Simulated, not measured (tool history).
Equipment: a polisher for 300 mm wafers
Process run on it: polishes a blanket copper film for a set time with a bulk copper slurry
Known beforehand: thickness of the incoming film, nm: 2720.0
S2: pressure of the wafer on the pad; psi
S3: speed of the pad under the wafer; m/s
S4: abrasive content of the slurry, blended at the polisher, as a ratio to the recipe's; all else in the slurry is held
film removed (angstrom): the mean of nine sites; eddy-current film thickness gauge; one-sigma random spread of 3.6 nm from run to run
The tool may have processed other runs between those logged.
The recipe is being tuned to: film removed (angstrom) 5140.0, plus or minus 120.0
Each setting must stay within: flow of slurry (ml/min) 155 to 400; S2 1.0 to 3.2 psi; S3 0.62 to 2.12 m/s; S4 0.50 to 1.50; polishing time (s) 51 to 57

Run 1, hour 0.0: flow of slurry (ml/min) 255, S2 2.1 psi, S3 1.36 m/s, S4 1.00, polishing time (s) 57. Result: film removed (angstrom) 3845.3.
Run 2, hour 1.8: flow of slurry (ml/min) 255, S2 2.1 psi, S3 1.36 m/s, S4 0.85, polishing time (s) 57. Result: film removed (angstrom) 3648.0.
Run 3, hour 2.8: flow of slurry (ml/min) 255, S2 1.7 psi, S3 1.36 m/s, S4 0.85, polishing time (s) 57. Result: film removed (angstrom) 2969.7.
Run 4, hour 9.1: flow of slurry (ml/min) 255, S2 1.7 psi, S3 1.14 m/s, S4 0.85, polishing time (s) 57. Result: film removed (angstrom) 2576.2.
Run 5, hour 17.9: flow of slurry (ml/min) 265, S2 2.1 psi, S3 1.14 m/s, S4 0.85, polishing time (s) 57. Result: film removed (angstrom) 3172.3.
Run 6, hour 23.4: flow of slurry (ml/min) 275, S2 2.4 psi, S3 1.14 m/s, S4 0.85, polishing time (s) 57. Result: film removed (angstrom) 3618.6.
Run 7, hour 28.6: flow of slurry (ml/min) 275, S2 2.6 psi, S3 1.14 m/s, S4 0.85, polishing time (s) 57. Result: film removed (angstrom) 3857.0.
Run 8, hour 34.2: flow of slurry (ml/min) 285, S2 2.8 psi, S3 1.16 m/s, S4 0.85, polishing time (s) 57. Result: film removed (angstrom) 4220.6.
Run 9, hour 37.4: flow of slurry (ml/min) 285, S2 2.9 psi, S3 1.18 m/s, S4 0.85, polishing time (s) 57. Result: film removed (angstrom) 4476.4.
Run 10, hour 44.6: flow of slurry (ml/min) 285, S2 3.0 psi, S3 1.18 m/s, S4 0.85, polishing time (s) 57. Result: film removed (angstrom) 4625.5.
Run 11, hour 46.5: flow of slurry (ml/min) 290, S2 3.1 psi, S3 1.20 m/s, S4 0.85, polishing time (s) 57. Result: film removed (angstrom) 4866.3.

Which one of the following 4 next-run settings gets every result inside its allowed miss? There is exactly one.
Run A, hour 48.4: flow of slurry (ml/min) 305, S2 3.0 psi, S3 1.42 m/s, S4 0.85, polishing time (s) 54. Result: film removed (angstrom) ?.
Run B, hour 48.4: flow of slurry (ml/min) 315, S2 3.0 psi, S3 1.24 m/s, S4 0.90, polishing time (s) 56. Result: film removed (angstrom) ?.
Run C, hour 48.4: flow of slurry (ml/min) 230, S2 3.1 psi, S3 1.14 m/s, S4 0.80, polishing time (s) 55. Result: film removed (angstrom) ?.
Run D, hour 48.4: flow of slurry (ml/min) 310, S2 3.2 psi, S3 1.22 m/s, S4 0.90, polishing time (s) 51. Result: film removed (angstrom) ?.

move  film removed (angstrom)
   A                   5148.5
   B                   4874.5
   C                   4322.7
   D                   4660.9
A: in spec on every target
B: just as far off the targets as the last run
C: its largest miss is bigger than the last run's
D: its largest miss is bigger than the last run's
Correct choice: A, which meets every target
